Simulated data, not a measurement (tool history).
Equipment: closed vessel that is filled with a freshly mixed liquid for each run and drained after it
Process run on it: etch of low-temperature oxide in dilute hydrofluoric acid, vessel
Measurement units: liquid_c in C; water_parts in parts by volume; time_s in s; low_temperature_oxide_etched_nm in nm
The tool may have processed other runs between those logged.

run,hour,liquid_c,water_parts,time_s,low_temperature_oxide_etched_nm
1,0,26,80,90,16.818
2,7.7,27,80,90,17.523
3,13.8,28,80,90,18.068
4,22.1,29,80,90,18.762
5,24.9,30,80,90,19.519
6,30.3,28,80,90,18.04
7,37.3,28,80,90,18.15
8,42.7,29,80,90,18.953
9,50.6,30,80,90,19.523

Run 10 has not been measured yet. What should we expect?
10,53.7,30.5,80,90,?

{"run 10": {"low_temperature_oxide_etched_nm": 19.944}}
